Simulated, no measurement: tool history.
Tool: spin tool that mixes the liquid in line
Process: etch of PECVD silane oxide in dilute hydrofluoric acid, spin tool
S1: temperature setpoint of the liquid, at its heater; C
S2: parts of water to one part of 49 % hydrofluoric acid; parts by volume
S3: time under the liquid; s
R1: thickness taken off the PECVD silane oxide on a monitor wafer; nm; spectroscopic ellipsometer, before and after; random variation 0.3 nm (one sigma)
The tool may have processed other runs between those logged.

{"run": 1, "hour": 0.0, "S1": 21, "S2": 155, "S3": 315, "R1": 64.062}
{"run": 2, "hour": 4.0, "S1": 21, "S2": 155, "S3": 335, "R1": 68.202}
{"run": 3, "hour": 12.8, "S1": 21, "S2": 155, "S3": 315, "R1": 63.637}
{"run": 4, "hour": 15.2, "S1": 20, "S2": 160, "S3": 315, "R1": 59.558}
{"run": 5, "hour": 23.9, "S1": 20, "S2": 210, "S3": 315, "R1": 42.955}
{"run": 6, "hour": 25.8, "S1": 21, "S2": 210, "S3": 315, "R1": 44.917}

For run 7, what comes out?
{"run": 7, "hour": 33.3, "S1": 21.5, "S2": 210, "S3": 315, "R1": "?"}

R1: 45.694 nm
